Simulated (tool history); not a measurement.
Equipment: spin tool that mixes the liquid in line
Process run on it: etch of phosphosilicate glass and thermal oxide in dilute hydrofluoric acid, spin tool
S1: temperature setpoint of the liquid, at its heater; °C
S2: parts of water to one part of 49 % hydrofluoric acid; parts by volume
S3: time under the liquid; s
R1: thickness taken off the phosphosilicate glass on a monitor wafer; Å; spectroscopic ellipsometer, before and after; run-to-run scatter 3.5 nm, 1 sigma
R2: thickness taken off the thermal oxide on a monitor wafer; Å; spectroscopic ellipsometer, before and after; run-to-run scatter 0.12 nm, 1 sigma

run 1 hour=0 | S1=23 S2=50 S3=30 | R1=1153.6 R2=29.436
run 2 hour=6.7 | S1=24.5 S2=45 S3=30 | R1=1392.4 R2=34.91
run 3 hour=9.6 | S1=24.5 S2=45 S3=40 | R1=1869.9 R2=46.532
run 4 hour=15.3 | S1=24.5 S2=55 S3=40 | R1=1487.8 R2=37.781
run 5 hour=22.9 | S1=24.5 S2=55 S3=35 | R1=1309.5 R2=32.548
run 6 hour=24.6 | S1=22 S2=55 S3=35 | R1=1179.4 R2=29.885
run 7 hour=32.4 | S1=23.5 S2=45 S3=35 | R1=1547.9 R2=38.73
run 8 hour=37.4 | S1=25 S2=40 S3=35 | R1=1880.2 R2=47.176
run 9 hour=39.3 | S1=26 S2=35 S3=35 | R1=2261.1 R2=56.907
run 10 hour=47.8 | S1=27 S2=30 S3=35 | R1=2751.4 R2=68.96
run 11 hour=52.3 | S1=27 S2=30 S3=35 | R1=2730.8 R2=67.246
run 12 hour=57.9 | S1=27.5 S2=30 S3=35 | R1=2802.1 R2=71.6
run 13 hour=66.7 | S1=28 S2=30 S3=35 | R1=2848 R2=71.668

Run 14 is up next; what results do you expect?
run 14 hour=70 | S1=30.5 S2=20 S3=35 | R1=? R2=?

Run 14 came out at R1 4810.2 Å, R2 122.16 Å.
